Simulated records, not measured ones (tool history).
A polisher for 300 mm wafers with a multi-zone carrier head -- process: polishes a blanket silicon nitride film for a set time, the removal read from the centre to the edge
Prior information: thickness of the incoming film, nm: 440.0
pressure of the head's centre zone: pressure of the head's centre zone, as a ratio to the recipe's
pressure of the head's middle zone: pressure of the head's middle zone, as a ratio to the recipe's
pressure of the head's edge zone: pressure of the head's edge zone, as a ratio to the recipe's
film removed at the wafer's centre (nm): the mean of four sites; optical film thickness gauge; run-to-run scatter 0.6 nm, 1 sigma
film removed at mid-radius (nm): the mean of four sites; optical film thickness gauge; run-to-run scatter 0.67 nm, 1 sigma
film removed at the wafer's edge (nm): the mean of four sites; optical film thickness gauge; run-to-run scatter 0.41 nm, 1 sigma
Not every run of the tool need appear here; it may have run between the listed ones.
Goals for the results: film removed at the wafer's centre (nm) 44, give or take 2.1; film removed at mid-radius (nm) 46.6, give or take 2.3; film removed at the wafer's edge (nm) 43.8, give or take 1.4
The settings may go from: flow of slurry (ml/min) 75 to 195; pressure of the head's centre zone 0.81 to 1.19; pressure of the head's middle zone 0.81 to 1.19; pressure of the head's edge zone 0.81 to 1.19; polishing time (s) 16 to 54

run,hour,flow of slurry (ml/min),pressure of the head's centre zone,pressure of the head's middle zone,pressure of the head's edge zone,polishing time (s),film removed at the wafer's centre (nm),film removed at mid-radius (nm),film removed at the wafer's edge (nm)
1,0,125,1,1,1,35,53.78,54.588,50.96
2,7.4,125,1,0.94,1,35,54.667,51.22,51.581
3,9.9,125,1,1.01,1,35,53.337,55.626,51.222
4,12.9,120,0.99,1,0.99,35,53.583,55.005,51.55
5,14.9,120,0.99,1,0.99,34,51.937,53.101,49.14
# hour 20.6: edge zone pressure recalibrated
6,20.6,115,0.98,1,0.99,34,50.748,53.346,50.365
7,26.6,115,0.98,1,0.99,33,48.758,50.034,50.017
8,34.9,85,0.97,1.02,0.89,31,42.362,42.935,41.556

Pick the move, out of 4, that brings all results within their allowed miss; only one does.
A,43.2,115,1.03,1.1,0.85,29,?,?,?
B,43.2,85,1,1.06,0.93,32,?,?,?
C,43.2,115,1.11,0.96,0.89,29,?,?,?
D,43.2,80,1.05,0.98,0.85,32,?,?,?

move,film removed at the wafer's centre (nm),film removed at mid-radius (nm),film removed at the wafer's edge (nm)
A,46.385,46.986,40.086
B,44.579,46.059,43.302
C,49.976,42.885,40.989
D,45.575,42.73,40.991
A: further off than the last run
B: each result inside its tolerance
C: further off than the last run
D: further off than the last run
The right move is B.
